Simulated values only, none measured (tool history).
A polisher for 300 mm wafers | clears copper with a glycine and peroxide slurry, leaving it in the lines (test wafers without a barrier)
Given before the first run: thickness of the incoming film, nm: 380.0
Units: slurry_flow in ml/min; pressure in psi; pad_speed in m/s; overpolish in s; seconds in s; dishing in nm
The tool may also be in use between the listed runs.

Run 1, hour 0: slurry_flow 165 ml/min, pressure 1.8 psi, pad_speed 0.76 m/s, overpolish 14 s. Result: seconds 129.7 s, dishing 26.888 nm.
Run 2, hour 4.2: slurry_flow 165 ml/min, pressure 1.8 psi, pad_speed 0.94 m/s, overpolish 14 s. Result: seconds 113.89 s, dishing 31.238 nm.
Run 3, hour 6.5: slurry_flow 160 ml/min, pressure 1.8 psi, pad_speed 0.96 m/s, overpolish 15 s. Result: seconds 109.57 s, dishing 33.566 nm.
Run 4, hour 8.7: slurry_flow 160 ml/min, pressure 1.7 psi, pad_speed 0.96 m/s, overpolish 16 s. Result: seconds 113.98 s, dishing 34.36 nm.
Run 5, hour 9.5: slurry_flow 160 ml/min, pressure 1.7 psi, pad_speed 0.96 m/s, overpolish 14 s. Result: seconds 111.72 s, dishing 31.163 nm.
Run 6, hour 16.1: slurry_flow 160 ml/min, pressure 1.4 psi, pad_speed 0.96 m/s, overpolish 14 s. Result: seconds 131.5 s, dishing 26.596 nm.
Run 7, hour 18.8: slurry_flow 160 ml/min, pressure 1.5 psi, pad_speed 0.96 m/s, overpolish 16 s. Result: seconds 126.46 s, dishing 30.413 nm.

Estimate the outcome of run 8 from the log above:
Run 8, hour 21.9: slurry_flow 160 ml/min, pressure 1.6 psi, pad_speed 0.96 m/s, overpolish 17 s. Result: seconds ?, dishing ?.

seconds: 121.84 s
dishing: 34.174 nm
